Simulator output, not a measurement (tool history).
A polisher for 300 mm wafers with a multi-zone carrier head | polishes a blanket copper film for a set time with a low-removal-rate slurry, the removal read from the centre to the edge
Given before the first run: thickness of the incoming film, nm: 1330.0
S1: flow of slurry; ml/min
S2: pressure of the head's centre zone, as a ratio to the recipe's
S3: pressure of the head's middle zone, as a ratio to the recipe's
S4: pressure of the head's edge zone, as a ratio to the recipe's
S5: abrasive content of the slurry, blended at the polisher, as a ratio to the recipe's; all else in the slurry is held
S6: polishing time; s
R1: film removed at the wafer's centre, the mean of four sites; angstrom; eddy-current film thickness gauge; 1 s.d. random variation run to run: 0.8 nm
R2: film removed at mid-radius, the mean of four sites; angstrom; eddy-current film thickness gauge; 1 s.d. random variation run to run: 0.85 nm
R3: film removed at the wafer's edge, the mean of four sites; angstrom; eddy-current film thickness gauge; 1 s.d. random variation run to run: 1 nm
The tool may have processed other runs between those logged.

{"run": 1, "hour": 0.0, "S1": 155, "S2": 1, "S3": 1, "S4": 1, "S5": 1, "S6": 38, "R1": 705.12, "R2": 692.04, "R3": 720.08}
{"run": 2, "hour": 7.9, "S1": 165, "S2": 0.99, "S3": 0.99, "S4": 1.05, "S5": 1.1, "S6": 38, "R1": 702.76, "R2": 719.89, "R3": 750.96}
{"run": 3, "hour": 14.8, "S1": 165, "S2": 0.99, "S3": 0.99, "S4": 1.05, "S5": 1.2, "S6": 38, "R1": 712.12, "R2": 737.28, "R3": 758.83}
{"run": 4, "hour": 23.0, "S1": 170, "S2": 0.99, "S3": 0.95, "S4": 1.08, "S5": 1.25, "S6": 39, "R1": 755.6, "R2": 735.15, "R3": 808.55}
{"run": 5, "hour": 31.2, "S1": 175, "S2": 0.98, "S3": 0.94, "S4": 1.11, "S5": 1.3, "S6": 39, "R1": 758.33, "R2": 737.98, "R3": 831.27}
{"run": 6, "hour": 35.5, "S1": 180, "S2": 0.98, "S3": 0.93, "S4": 1.13, "S5": 1.35, "S6": 39, "R1": 768.84, "R2": 744.87, "R3": 839.37}
{"run": 7, "hour": 39.6, "S1": 180, "S2": 0.97, "S3": 0.92, "S4": 1.14, "S5": 1.4, "S6": 39, "R1": 769.39, "R2": 730.55, "R3": 852.68}
{"run": 8, "hour": 44.0, "S1": 185, "S2": 0.97, "S3": 0.92, "S4": 1.15, "S5": 1.4, "S6": 39, "R1": 764.97, "R2": 733.42, "R3": 853.74}

Forecast run 9:
{"run": 9, "hour": 50.8, "S1": 185, "S2": 0.97, "S3": 0.92, "S4": 1.16, "S5": 1.4, "S6": 39, "R1": "?", "R2": "?", "R3": "?"}

R1: 757.52 angstrom
R2: 731.45 angstrom
R3: 860.82 angstrom

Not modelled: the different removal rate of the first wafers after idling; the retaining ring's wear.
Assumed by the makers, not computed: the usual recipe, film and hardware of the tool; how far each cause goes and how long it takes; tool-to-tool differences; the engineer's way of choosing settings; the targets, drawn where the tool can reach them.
